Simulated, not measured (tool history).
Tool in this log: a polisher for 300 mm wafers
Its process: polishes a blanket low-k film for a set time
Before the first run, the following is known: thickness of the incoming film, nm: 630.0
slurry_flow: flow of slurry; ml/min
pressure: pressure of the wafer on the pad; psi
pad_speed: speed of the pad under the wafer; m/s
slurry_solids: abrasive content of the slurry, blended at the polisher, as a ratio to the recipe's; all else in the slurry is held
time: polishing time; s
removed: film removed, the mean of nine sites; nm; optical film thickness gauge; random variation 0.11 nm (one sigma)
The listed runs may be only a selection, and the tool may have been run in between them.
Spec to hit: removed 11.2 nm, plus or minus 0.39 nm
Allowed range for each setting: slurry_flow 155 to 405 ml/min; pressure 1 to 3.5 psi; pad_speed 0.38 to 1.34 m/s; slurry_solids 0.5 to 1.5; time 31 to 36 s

Run 1, day 0: slurry_flow 260 ml/min, pressure 2.2 psi, pad_speed 0.86 m/s, slurry_solids 1, time 36 s. Result: removed 15.225 nm.
Run 2, day 0.242: slurry_flow 260 ml/min, pressure 2.2 psi, pad_speed 1.02 m/s, slurry_solids 1, time 36 s. Result: removed 17.381 nm.
Run 3, day 0.508: slurry_flow 260 ml/min, pressure 2.1 psi, pad_speed 1.02 m/s, slurry_solids 1, time 36 s. Result: removed 16.919 nm.
Run 4, day 0.633: slurry_flow 220 ml/min, pressure 2.1 psi, pad_speed 1.02 m/s, slurry_solids 1, time 36 s. Result: removed 16.263 nm.
Run 5, day 0.725: slurry_flow 275 ml/min, pressure 2.1 psi, pad_speed 1.02 m/s, slurry_solids 1, time 36 s. Result: removed 17.111 nm.
Run 6, day 0.867: slurry_flow 275 ml/min, pressure 2.1 psi, pad_speed 1.02 m/s, slurry_solids 1.15, time 36 s. Result: removed 17.817 nm.
Run 7, day 1.162: slurry_flow 270 ml/min, pressure 2 psi, pad_speed 1.02 m/s, slurry_solids 1.15, time 36 s. Result: removed 17.287 nm.
Run 8, day 1.346: slurry_flow 265 ml/min, pressure 1.9 psi, pad_speed 1.02 m/s, slurry_solids 1.15, time 36 s. Result: removed 16.806 nm.
Run 9, day 1.55: slurry_flow 260 ml/min, pressure 1.8 psi, pad_speed 1 m/s, slurry_solids 1.15, time 36 s. Result: removed 15.729 nm.
Run 10, day 1.65: slurry_flow 260 ml/min, pressure 1.2 psi, pad_speed 0.98 m/s, slurry_solids 1.15, time 36 s. Result: removed 12.793 nm.

Exercise: of the 5 proposed moves below, exactly one satisfies all targets within the stated allowed misses. Which move is it?
Run A, day 1.75: slurry_flow 300 ml/min, pressure 1.4 psi, pad_speed 1.16 m/s, slurry_solids 1.2, time 31 s. Result: removed ?.
Run B, day 1.75: slurry_flow 205 ml/min, pressure 1 psi, pad_speed 1 m/s, slurry_solids 1.25, time 36 s. Result: removed ?.
Run C, day 1.75: slurry_flow 270 ml/min, pressure 1.1 psi, pad_speed 0.96 m/s, slurry_solids 1.2, time 33 s. Result: removed ?.
Run D, day 1.75: slurry_flow 245 ml/min, pressure 1.2 psi, pad_speed 0.9 m/s, slurry_solids 1.05, time 32 s. Result: removed ?.
Run E, day 1.75: slurry_flow 295 ml/min, pressure 1.2 psi, pad_speed 0.9 m/s, slurry_solids 1.25, time 36 s. Result: removed ?.

move  removed
   A   13.789
   B   12.014
   C   11.208
   D   10.235
   E   12.289
A: lands further from the targets than the last run did
B: gains on the last run, yet a result remains outside its allowed miss
C: hits every target within its allowed miss
D: takes the result that was furthest off past its target
E: gains on the last run, yet a result remains outside its allowed miss
Move C is the one to make.
